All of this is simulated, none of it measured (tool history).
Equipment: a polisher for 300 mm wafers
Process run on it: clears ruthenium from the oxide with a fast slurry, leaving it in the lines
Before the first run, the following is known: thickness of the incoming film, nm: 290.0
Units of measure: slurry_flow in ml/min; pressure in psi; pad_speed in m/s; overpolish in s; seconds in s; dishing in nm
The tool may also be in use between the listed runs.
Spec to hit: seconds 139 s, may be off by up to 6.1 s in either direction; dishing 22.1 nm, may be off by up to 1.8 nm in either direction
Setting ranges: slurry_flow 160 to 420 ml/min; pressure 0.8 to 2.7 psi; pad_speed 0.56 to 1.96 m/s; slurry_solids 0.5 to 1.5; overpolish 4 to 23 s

run	hour	slurry_flow	pressure	pad_speed	slurry_solids	overpolish	seconds	dishing
1	0	270	1.7	1.26	1	12	86.229	32.96
2	1.1	270	1.7	1.26	1.15	12	84.439	36.191
3	5.9	270	1.6	1.26	1.15	12	87.193	33.402
4	9.9	270	1.6	1.26	1.35	12	85.022	36.905
5	10.6	270	1.6	1.48	1.35	12	73.517	40.635
6	15.4	270	1.2	1.48	1.35	12	97.44	30.802
7	22.4	270	1.2	1.46	1.35	12	97.869	30.495
8	25.4	270	1.2	1.44	1.35	12	96.835	30.16
9	27.9	270	1.2	1.42	1.35	12	101.15	29.86
10	29.1	270	1	1.38	1.35	12	121.11	25.1

Which single option among these 4 for the next run brings every result within its allowed miss of target? Just one does.
A	30.3	240	0.8	1.4	1.3	11	?	?
B	30.3	270	0.8	1.36	1.35	16	?	?
C	30.3	305	0.8	1.2	1.35	13	?	?
D	30.3	290	0.9	1.3	1.35	12	?	?

move	seconds	dishing
A	150.97	18.204
B	150.72	26.017
C	164.13	19.717
D	138.83	21.427
A: moves the result that the last run missed by most past its target, out the other side
B: moves the result that the last run missed by most past its target, out the other side
C: moves the result that the last run missed by most past its target, out the other side
D: all results in spec
Move D is the one to make.

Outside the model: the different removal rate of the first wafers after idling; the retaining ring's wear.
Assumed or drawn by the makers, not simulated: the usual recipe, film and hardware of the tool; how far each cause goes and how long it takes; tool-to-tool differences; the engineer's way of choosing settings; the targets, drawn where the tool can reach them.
